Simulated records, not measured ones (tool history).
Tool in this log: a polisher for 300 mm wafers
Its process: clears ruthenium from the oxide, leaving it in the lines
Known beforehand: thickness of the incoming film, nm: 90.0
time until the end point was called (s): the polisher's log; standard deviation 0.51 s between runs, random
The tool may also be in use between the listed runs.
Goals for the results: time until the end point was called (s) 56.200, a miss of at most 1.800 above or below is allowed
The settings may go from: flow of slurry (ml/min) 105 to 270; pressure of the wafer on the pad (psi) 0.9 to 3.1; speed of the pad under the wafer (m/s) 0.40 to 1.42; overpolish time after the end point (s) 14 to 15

run  hour  flow of slurry (ml/min)  pressure of the wafer on the pad (psi)  speed of the pad under the wafer (m/s)  overpolish time after the end point (s)  time until the end point was called (s)
  1   0.0                      175                                     2.0                                    0.90                                       14                                  111.390
  2   3.4                      175                                     1.6                                    0.90                                       14                                  140.680
  3   8.7                      180                                     2.1                                    0.92                                       14                                  106.230
  4  15.3                      180                                     2.1                                    0.92                                       14                                  105.890
  5  22.0                      180                                     2.5                                    0.92                                       14                                   89.194
  6  24.8                      185                                     2.7                                    0.98                                       14                                   77.480
  7  31.3                      185                                     2.8                                    1.02                                       14                                   71.901
  8  37.3                      185                                     2.9                                    1.06                                       14                                   66.012
  9  38.2                      185                                     3.0                                    1.08                                       14                                   63.525
 10  39.6                      190                                     3.0                                    1.10                                       14                                   62.300
 11  46.8                      190                                     3.0                                    1.12                                       14                                   59.604
 12  48.9                      195                                     3.0                                    1.12                                       14                                   60.537
 13  53.6                      195                                     3.0                                    1.14                                       14                                   60.320
 14  58.2                      195                                     3.0                                    1.16                                       14                                   59.197

Which of these 5 next moves meets every target?
  A  62.8                      175                                     3.1                                    1.20                                       14                                        ?
  B  62.8                      140                                     3.1                                    1.32                                       14                                        ?
  C  62.8                      165                                     3.0                                    1.14                                       14                                        ?
  D  62.8                      210                                     3.0                                    1.30                                       14                                        ?
  E  62.8                      205                                     2.9                                    1.34                                       14                                        ?

move  time until the end point was called (s)
   A                                   55.754
   B                                   52.768
   C                                   61.096
   D                                   51.896
   E                                   52.242
A: meets every target
B: the result that was furthest off in the last run now lies on the other side of its target
C: moves away from the targets compared with the last run
D: the result that was furthest off in the last run now lies on the other side of its target
E: the result that was furthest off in the last run now lies on the other side of its target
So the answer is move A, the one that meets all the targets.
